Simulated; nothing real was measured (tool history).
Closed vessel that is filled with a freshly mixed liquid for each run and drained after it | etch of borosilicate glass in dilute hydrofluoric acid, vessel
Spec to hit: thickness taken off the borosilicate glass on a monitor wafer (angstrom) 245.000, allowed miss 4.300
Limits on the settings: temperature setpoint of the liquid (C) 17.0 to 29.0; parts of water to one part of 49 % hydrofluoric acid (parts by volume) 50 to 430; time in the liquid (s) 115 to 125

run    day  temperature setpoint of the liquid (C)  parts of water to one part of 49 % hydrofluoric acid (parts by volume)  time in the liquid (s)  thickness taken off the borosilicate glass on a monitor wafer (angstrom)
  1  0.000                                    21.0                                                                     240                     115                                                                    86.083
  2  0.229                                    19.5                                                                     240                     115                                                                    81.547
  3  0.367                                    19.5                                                                     300                     115                                                                    61.585
  4  0.617                                    19.5                                                                     300                     115                                                                    62.030
  5  0.846                                    19.5                                                                     335                     115                                                                    54.034
  6  1.054                                    19.5                                                                     335                     125                                                                    58.375
  7  1.221                                    23.5                                                                     240                     125                                                                   103.540
  8  1.279                                    24.5                                                                     215                     125                                                                   123.060
  9  1.467                                    25.5                                                                     195                     125                                                                   142.830
 10  1.788                                    26.0                                                                     180                     125                                                                   159.910
 11  2.133                                    26.5                                                                     170                     125                                                                   173.830
     2.475  -- hydrofluoric acid flow meter replaced
 12  2.475                                    27.0                                                                     160                     125                                                                   168.890
 13  2.579                                    27.0                                                                     160                     125                                                                   168.200
 14  2.612                                    27.5                                                                     145                     125                                                                   195.520
 15  2.925                                    28.0                                                                     140                     125                                                                   206.960
 16  3.125                                    28.0                                                                     135                     125                                                                   214.170
 17  3.212                                    28.0                                                                     130                     125                                                                   222.730

Pick the move, out of 4, that brings all results within their allowed miss; only one does.
  A  3.300                                    29.0                                                                     130                     125                                                                         ?
  B  3.300                                    23.0                                                                      90                     115                                                                         ?
  C  3.300                                    29.0                                                                     120                     120                                                                         ?
  D  3.300                                    23.5                                                                     100                     115                                                                         ?

move  thickness taken off the borosilicate glass on a monitor wafer (angstrom)
   A                                                                   232.250
   B                                                                   257.580
   C                                                                   244.770
   D                                                                   233.650
A: nearer the targets than the last run, but a result is still out of spec
B: takes the biggest miss from the last run beyond its target
C: each result inside its tolerance
D: nearer the targets than the last run, but a result is still out of spec
The right move is C.

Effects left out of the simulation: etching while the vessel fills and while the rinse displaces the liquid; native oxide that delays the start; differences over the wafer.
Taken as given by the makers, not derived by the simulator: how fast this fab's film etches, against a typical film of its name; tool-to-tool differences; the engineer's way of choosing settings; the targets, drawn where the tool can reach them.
